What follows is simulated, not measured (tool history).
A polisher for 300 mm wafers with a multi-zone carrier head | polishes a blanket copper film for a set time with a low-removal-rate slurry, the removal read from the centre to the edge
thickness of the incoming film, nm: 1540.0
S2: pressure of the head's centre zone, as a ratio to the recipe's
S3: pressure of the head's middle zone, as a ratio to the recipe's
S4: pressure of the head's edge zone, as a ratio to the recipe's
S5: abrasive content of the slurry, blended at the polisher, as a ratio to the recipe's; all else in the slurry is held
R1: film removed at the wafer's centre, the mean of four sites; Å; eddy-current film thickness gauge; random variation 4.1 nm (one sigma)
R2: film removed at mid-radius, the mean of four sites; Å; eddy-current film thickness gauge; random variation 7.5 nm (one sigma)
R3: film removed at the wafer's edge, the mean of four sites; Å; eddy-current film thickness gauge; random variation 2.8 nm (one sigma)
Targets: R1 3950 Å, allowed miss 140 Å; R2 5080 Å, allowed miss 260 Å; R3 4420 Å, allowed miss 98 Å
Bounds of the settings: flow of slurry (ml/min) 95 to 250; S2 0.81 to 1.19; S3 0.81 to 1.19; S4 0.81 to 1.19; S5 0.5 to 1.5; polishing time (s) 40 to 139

Run 1, hour 0: flow of slurry (ml/min) 160, S2 1, S3 1, S4 1, S5 1, polishing time (s) 89. Result: R1 3165.1 Å, R2 3241 Å, R3 3093 Å.
Run 2, hour 3.6: flow of slurry (ml/min) 160, S2 1, S3 1, S4 1, S5 1, polishing time (s) 71. Result: R1 2432.9 Å, R2 2515.1 Å, R3 2470.5 Å.
Run 3, hour 4.1: flow of slurry (ml/min) 165, S2 0.99, S3 1.02, S4 1.02, S5 1.05, polishing time (s) 75. Result: R1 2601.1 Å, R2 2789.2 Å, R3 2678.9 Å.
Run 4, hour 9.1: flow of slurry (ml/min) 170, S2 0.99, S3 1.04, S4 1.04, S5 1.1, polishing time (s) 78. Result: R1 2781.9 Å, R2 2923.3 Å, R3 2888.8 Å.
Run 5, hour 11.2: flow of slurry (ml/min) 175, S2 0.97, S3 1.06, S4 1.03, S5 1.15, polishing time (s) 81. Result: R1 2853.6 Å, R2 3127.5 Å, R3 2975.2 Å.
Run 6, hour 15.1: flow of slurry (ml/min) 175, S2 0.97, S3 1.06, S4 1.07, S5 1.15, polishing time (s) 81. Result: R1 2825.1 Å, R2 3188.7 Å, R3 3034.7 Å.
Run 7, hour 21.9: flow of slurry (ml/min) 180, S2 0.97, S3 1.08, S4 1.08, S5 1.2, polishing time (s) 84. Result: R1 3008.7 Å, R2 3342.3 Å, R3 3182.8 Å.
Run 8, hour 24.4: flow of slurry (ml/min) 180, S2 0.96, S3 1.09, S4 1.08, S5 1.25, polishing time (s) 87. Result: R1 3105.4 Å, R2 3557 Å, R3 3370.6 Å.
Run 9, hour 25.4: flow of slurry (ml/min) 185, S2 0.95, S3 1.1, S4 1.08, S5 1.3, polishing time (s) 89. Result: R1 3287.3 Å, R2 3784.8 Å, R3 3468.6 Å.
Run 10, hour 33.3: flow of slurry (ml/min) 185, S2 0.94, S3 1.11, S4 1.09, S5 1.3, polishing time (s) 91. Result: R1 3197.5 Å, R2 3882.3 Å, R3 3532.8 Å.
Run 11, hour 39.9: flow of slurry (ml/min) 185, S2 0.94, S3 1.12, S4 1.1, S5 1.3, polishing time (s) 93. Result: R1 3293.4 Å, R2 3933.7 Å, R3 3620.1 Å.
Run 12, hour 47.5: flow of slurry (ml/min) 190, S2 0.94, S3 1.13, S4 1.11, S5 1.3, polishing time (s) 94. Result: R1 3390.9 Å, R2 3970.6 Å, R3 3711.4 Å.

5 next moves are on the table. One of them brings every result within its allowed miss. Which?
Run A, hour 55.1: flow of slurry (ml/min) 170, S2 0.97, S3 1.05, S4 1.14, S5 1.15, polishing time (s) 114. Result: R1 ?, R2 ?, R3 ?.
Run B, hour 55.1: flow of slurry (ml/min) 170, S2 1.03, S3 1.02, S4 1.18, S5 1.3, polishing time (s) 114. Result: R1 ?, R2 ?, R3 ?.
Run C, hour 55.1: flow of slurry (ml/min) 165, S2 0.91, S3 1.17, S4 1.06, S5 1.45, polishing time (s) 114. Result: R1 ?, R2 ?, R3 ?.
Run D, hour 55.1: flow of slurry (ml/min) 215, S2 1, S3 1.17, S4 1.05, S5 1.3, polishing time (s) 113. Result: R1 ?, R2 ?, R3 ?.
Run E, hour 55.1: flow of slurry (ml/min) 195, S2 0.94, S3 1.05, S4 1.19, S5 1.3, polishing time (s) 111. Result: R1 ?, R2 ?, R3 ?.

move      R1      R2      R3
   A    4011  4359.5  4403.6
   B  4377.1  4371.3  4604.3
   C  3938.3  4999.9  4451.3
   D  4397.3  5047.2  4424.4
   E    3990  4463.8  4577.4
A: brings the result that was furthest off to its target, and leaves another outside
B: takes the result that was furthest off past its target
C: meets every target
D: brings the result that was furthest off to its target, and leaves another outside
E: takes the result that was furthest off past its target
Move C is the one to make.

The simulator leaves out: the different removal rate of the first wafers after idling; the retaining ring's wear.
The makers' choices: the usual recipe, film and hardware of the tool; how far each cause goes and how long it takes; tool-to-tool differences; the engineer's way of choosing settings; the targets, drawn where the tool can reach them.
